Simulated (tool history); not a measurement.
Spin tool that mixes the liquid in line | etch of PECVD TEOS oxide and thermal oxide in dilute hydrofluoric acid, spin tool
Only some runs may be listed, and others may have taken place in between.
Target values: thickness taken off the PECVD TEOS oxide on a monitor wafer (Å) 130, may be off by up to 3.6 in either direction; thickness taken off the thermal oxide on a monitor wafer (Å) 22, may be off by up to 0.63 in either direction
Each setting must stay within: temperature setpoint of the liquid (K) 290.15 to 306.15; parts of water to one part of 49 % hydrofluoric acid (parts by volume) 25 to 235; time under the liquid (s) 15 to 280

run	hour	temperature setpoint of the liquid (K)	parts of water to one part of 49 % hydrofluoric acid (parts by volume)	time under the liquid (s)	thickness taken off the PECVD TEOS oxide on a monitor wafer (Å)	thickness taken off the thermal oxide on a monitor wafer (Å)
1	0	298.15	130	145	290.66	49.15
2	6.5	296.15	145	145	234.83	39.75
3	13.3	296.15	105	145	341.54	58.278
4	18.4	293.15	105	145	303.72	52.008
5	25.2	293.15	105	95	198.2	33.751
6	31.7	291.65	105	95	188.08	31.577
7	39.3	291.65	105	95	188.15	31.921
8	46.5	291.15	115	95	166.57	28.424
9	51.6	291.15	120	95	156.9	26.817
10	59	291.15	120	95	158.89	26.856
11	64.3	290.65	125	95	147.77	25.107

Pick the move, out of 4, that brings all results within their allowed miss; only one does.
A	69.6	291.65	145	95	?	?
B	69.6	295.15	55	35	?	?
C	69.6	291.15	130	110	?	?
D	69.6	290.65	160	135	?	?

move	thickness taken off the PECVD TEOS oxide on a monitor wafer (Å)	thickness taken off the thermal oxide on a monitor wafer (Å)
A	128.99	22.186
B	161.08	27.705
C	165.92	28.538
D	157.07	27.014
A: every result within its allowed miss
B: misses by more than the last run did
C: misses by more than the last run did
D: misses by more than the last run did
Go with A: it meets all targets.
